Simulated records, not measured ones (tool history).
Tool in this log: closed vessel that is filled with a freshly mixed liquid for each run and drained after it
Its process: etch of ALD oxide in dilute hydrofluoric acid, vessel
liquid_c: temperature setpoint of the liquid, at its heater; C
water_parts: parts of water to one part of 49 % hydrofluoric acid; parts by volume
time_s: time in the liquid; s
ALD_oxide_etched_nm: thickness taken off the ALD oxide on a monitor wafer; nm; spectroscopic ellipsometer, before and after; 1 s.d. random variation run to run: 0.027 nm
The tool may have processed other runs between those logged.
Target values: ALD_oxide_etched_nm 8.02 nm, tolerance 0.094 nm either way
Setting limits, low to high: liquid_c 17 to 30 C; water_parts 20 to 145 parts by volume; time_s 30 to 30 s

{"run": 1, "hour": 0.0, "liquid_c": 22, "water_parts": 80, "time_s": 30, "ALD_oxide_etched_nm": 5.4277}
{"run": 2, "hour": 6.6, "liquid_c": 22, "water_parts": 70, "time_s": 30, "ALD_oxide_etched_nm": 6.2755}
{"run": 3, "hour": 14.6, "liquid_c": 22, "water_parts": 70, "time_s": 30, "ALD_oxide_etched_nm": 6.3102}
{"run": 4, "hour": 19.9, "liquid_c": 19, "water_parts": 70, "time_s": 30, "ALD_oxide_etched_nm": 5.5292}
{"run": 5, "hour": 25.7, "liquid_c": 20.5, "water_parts": 70, "time_s": 30, "ALD_oxide_etched_nm": 5.894}
{"run": 6, "hour": 28.5, "liquid_c": 22, "water_parts": 70, "time_s": 30, "ALD_oxide_etched_nm": 6.2834}
{"run": 7, "hour": 33.4, "liquid_c": 23, "water_parts": 70, "time_s": 30, "ALD_oxide_etched_nm": 6.5692}
{"run": 8, "hour": 41.8, "liquid_c": 24, "water_parts": 70, "time_s": 30, "ALD_oxide_etched_nm": 6.8194}

4 candidate next runs follow, results not yet known. Just one meets every target within its allowed miss. Identify it.
{"run": "A", "hour": 50.2, "liquid_c": 28, "water_parts": 70, "time_s": 30, "ALD_oxide_etched_nm": "?"}
{"run": "B", "hour": 50.2, "liquid_c": 26.5, "water_parts": 65, "time_s": 30, "ALD_oxide_etched_nm": "?"}
{"run": "C", "hour": 50.2, "liquid_c": 27, "water_parts": 65, "time_s": 30, "ALD_oxide_etched_nm": "?"}
{"run": "D", "hour": 50.2, "liquid_c": 24.5, "water_parts": 60, "time_s": 30, "ALD_oxide_etched_nm": "?"}

move=A ALD_oxide_etched_nm=8.0171
move=B ALD_oxide_etched_nm=8.1942
move=C ALD_oxide_etched_nm=8.3587
move=D ALD_oxide_etched_nm=8.2459
A: in spec on every target
B: takes the biggest miss from the last run beyond its target
C: takes the biggest miss from the last run beyond its target
D: takes the biggest miss from the last run beyond its target
Move A is the one to make.
